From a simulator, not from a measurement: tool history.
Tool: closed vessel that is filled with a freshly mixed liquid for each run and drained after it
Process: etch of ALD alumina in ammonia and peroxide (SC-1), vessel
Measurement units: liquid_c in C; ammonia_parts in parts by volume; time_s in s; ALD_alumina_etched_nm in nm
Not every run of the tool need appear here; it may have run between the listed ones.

Run 1, day 0: liquid_c 48 C, ammonia_parts 0.55 parts by volume, time_s 1395 s. Result: ALD_alumina_etched_nm 75.04 nm.
Run 2, day 0.208: liquid_c 48 C, ammonia_parts 0.4 parts by volume, time_s 1395 s. Result: ALD_alumina_etched_nm 71.636 nm.
Run 3, day 0.354: liquid_c 48 C, ammonia_parts 0.4 parts by volume, time_s 1395 s. Result: ALD_alumina_etched_nm 72.945 nm.
Run 4, day 0.746: liquid_c 44.5 C, ammonia_parts 0.4 parts by volume, time_s 1395 s. Result: ALD_alumina_etched_nm 59.124 nm.
Run 5, day 1.012: liquid_c 38 C, ammonia_parts 0.4 parts by volume, time_s 1395 s. Result: ALD_alumina_etched_nm 40.246 nm.
Run 6, day 1.225: liquid_c 38 C, ammonia_parts 0.4 parts by volume, time_s 1505 s. Result: ALD_alumina_etched_nm 44.239 nm.
Run 7, day 1.275: liquid_c 39.5 C, ammonia_parts 0.4 parts by volume, time_s 1505 s. Result: ALD_alumina_etched_nm 47.517 nm.
Run 8, day 1.517: liquid_c 41 C, ammonia_parts 0.4 parts by volume, time_s 1505 s. Result: ALD_alumina_etched_nm 52.294 nm.
Run 9, day 1.708: liquid_c 42.5 C, ammonia_parts 0.4 parts by volume, time_s 1505 s. Result: ALD_alumina_etched_nm 57.018 nm.
Run 10, day 1.85: liquid_c 43.5 C, ammonia_parts 0.4 parts by volume, time_s 1505 s. Result: ALD_alumina_etched_nm 60.167 nm.
Run 11, day 1.996: liquid_c 44.5 C, ammonia_parts 0.4 parts by volume, time_s 1505 s. Result: ALD_alumina_etched_nm 63.964 nm.
Run 12, day 2.129: liquid_c 45.5 C, ammonia_parts 0.4 parts by volume, time_s 1505 s. Result: ALD_alumina_etched_nm 67.549 nm.
Run 13, day 2.312: liquid_c 46 C, ammonia_parts 0.4 parts by volume, time_s 1505 s. Result: ALD_alumina_etched_nm 69.383 nm.
Run 14, day 2.383: liquid_c 46.5 C, ammonia_parts 0.4 parts by volume, time_s 1505 s. Result: ALD_alumina_etched_nm 70.539 nm.
Run 15, day 2.575: liquid_c 47 C, ammonia_parts 0.4 parts by volume, time_s 1505 s. Result: ALD_alumina_etched_nm 73.561 nm.
Run 16, day 2.833: liquid_c 47 C, ammonia_parts 0.4 parts by volume, time_s 1505 s. Result: ALD_alumina_etched_nm 73.885 nm.

What does the tool deliver on the next run?
Run 17, day 2.938: liquid_c 47.5 C, ammonia_parts 0.4 parts by volume, time_s 1505 s. Result: ALD_alumina_etched_nm ?.

ALD_alumina_etched_nm: 74.92 nm
